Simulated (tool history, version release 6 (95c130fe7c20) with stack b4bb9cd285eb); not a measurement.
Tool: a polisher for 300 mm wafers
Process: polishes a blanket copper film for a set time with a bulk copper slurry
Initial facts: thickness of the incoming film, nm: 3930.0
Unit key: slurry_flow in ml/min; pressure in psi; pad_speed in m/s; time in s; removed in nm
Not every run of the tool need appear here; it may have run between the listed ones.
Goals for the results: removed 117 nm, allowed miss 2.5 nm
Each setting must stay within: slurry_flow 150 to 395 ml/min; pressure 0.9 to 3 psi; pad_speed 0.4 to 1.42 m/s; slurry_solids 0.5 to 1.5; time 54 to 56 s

run	hour	slurry_flow	pressure	pad_speed	slurry_solids	time	removed
1	0	250	1.9	0.9	1	54	263.5
2	8.7	290	1.9	0.9	1	54	264.11
3	16.8	290	1.9	0.7	1	54	213.06
4	20.9	290	1.6	0.68	1	54	176.32
5	27	290	1.4	0.68	1	54	157.38
6	34.3	290	1.2	0.68	1	54	136.06
7	41.9	285	1.1	0.68	1	54	126.72
8	46.3	265	1.1	0.68	1	54	124.45
9	50.5	250	1.1	0.68	1	54	124.79
10	57.2	235	1.1	0.68	1	54	123.55
11	63.6	220	1.1	0.68	1	54	123.41
12	65.6	215	1.1	0.68	1	54	123.34
13	68.6	210	1.1	0.68	1	54	123.2
14	77.1	190	1	0.68	1	54	110.99
15	85.3	205	1	0.68	1	54	112.26
16	86.2	215	1	0.68	1	54	112.55
17	92.7	240	1.1	0.68	1	54	124.71
18	100.5	185	1.1	0.68	1	54	120.87
19	102.4	180	1.1	0.68	1	54	121.01
20	105.7	175	1.1	0.68	1	54	119.71
21	114.3	170	1.1	0.68	1	54	120.35
22	116	165	1	0.68	1	54	110.07
23	121.2	180	1	0.68	1	54	111.23
24	125.4	195	1	0.68	1	54	111.16
25	128.1	210	1	0.68	1	54	112.93
26	132.6	220	1	0.68	1	54	113.72

Next run, 5 choices. One meets every target within its allowed miss, the rest don't. Which?
A	137.1	225	0.9	0.74	0.95	55	?
B	137.1	235	0.9	0.72	1.05	54	?
C	137.1	195	1.2	0.58	1.05	54	?
D	137.1	220	0.9	0.72	1.15	54	?
E	137.1	255	1	0.64	1	56	?

move	removed
A	111.6
B	109.95
C	116.43
D	111.51
E	113
A: its largest miss is bigger than the last run's
B: its largest miss is bigger than the last run's
C: each result inside its tolerance
D: its largest miss is bigger than the last run's
E: its largest miss is bigger than the last run's
Correct choice: C, which meets every target
